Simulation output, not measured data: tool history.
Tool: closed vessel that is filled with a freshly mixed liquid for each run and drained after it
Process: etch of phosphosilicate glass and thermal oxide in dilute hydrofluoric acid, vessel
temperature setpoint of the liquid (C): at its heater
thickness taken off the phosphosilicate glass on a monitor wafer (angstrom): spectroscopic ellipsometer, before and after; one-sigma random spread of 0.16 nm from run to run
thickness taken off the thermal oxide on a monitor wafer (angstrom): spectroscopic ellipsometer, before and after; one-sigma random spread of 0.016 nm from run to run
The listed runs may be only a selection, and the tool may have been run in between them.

run	day	temperature setpoint of the liquid (C)	parts of water to one part of 49 % hydrofluoric acid (parts by volume)	time in the liquid (s)	thickness taken off the phosphosilicate glass on a monitor wafer (angstrom)	thickness taken off the thermal oxide on a monitor wafer (angstrom)
1	0	23	190	60	386.06	11.376
2	0.35	22	200	60	347.22	9.644
3	0.379	22	210	60	328.54	9.6208
4	0.65	22	210	70	380.72	10.795
5	0.883	22	180	70	465.47	13.222
6	0.904	22	180	95	616.96	17.237
7	1.038	21	205	95	515.12	15.079
8	1.129	20.5	225	95	458.43	12.52
9	1.292	20.5	245	95	409.51	11.575

Run 10 comes next. What will it give?
10	1.362	20	260	95	?	?

thickness taken off the phosphosilicate glass on a monitor wafer (angstrom): 376.64
thickness taken off the thermal oxide on a monitor wafer (angstrom): 10.659
